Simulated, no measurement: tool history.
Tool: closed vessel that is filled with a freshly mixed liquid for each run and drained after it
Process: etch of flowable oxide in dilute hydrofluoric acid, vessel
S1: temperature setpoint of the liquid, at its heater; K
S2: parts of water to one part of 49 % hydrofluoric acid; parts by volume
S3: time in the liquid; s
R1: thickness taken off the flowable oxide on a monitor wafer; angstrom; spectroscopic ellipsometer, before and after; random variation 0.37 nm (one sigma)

{"run": 1, "hour": 0.0, "S1": 298.15, "S2": 175, "S3": 100, "R1": 209.55}
{"run": 2, "hour": 5.2, "S1": 301.15, "S2": 175, "S3": 100, "R1": 237.0}
{"run": 3, "hour": 12.5, "S1": 301.15, "S2": 175, "S3": 105, "R1": 249.12}
{"run": 4, "hour": 20.0, "S1": 302.65, "S2": 145, "S3": 105, "R1": 326.96}
{"run": 5, "hour": 22.5, "S1": 303.65, "S2": 125, "S3": 105, "R1": 402.82}
{"run": 6, "hour": 28.1, "S1": 303.65, "S2": 125, "S3": 105, "R1": 406.03}
{"run": 7, "hour": 29.2, "S1": 304.15, "S2": 115, "S3": 105, "R1": 451.05}

Run 8 comes next. What will it give?
{"run": 8, "hour": 38.0, "S1": 304.65, "S2": 110, "S3": 105, "R1": "?"}

{"run 8": {"R1": 490.06}}
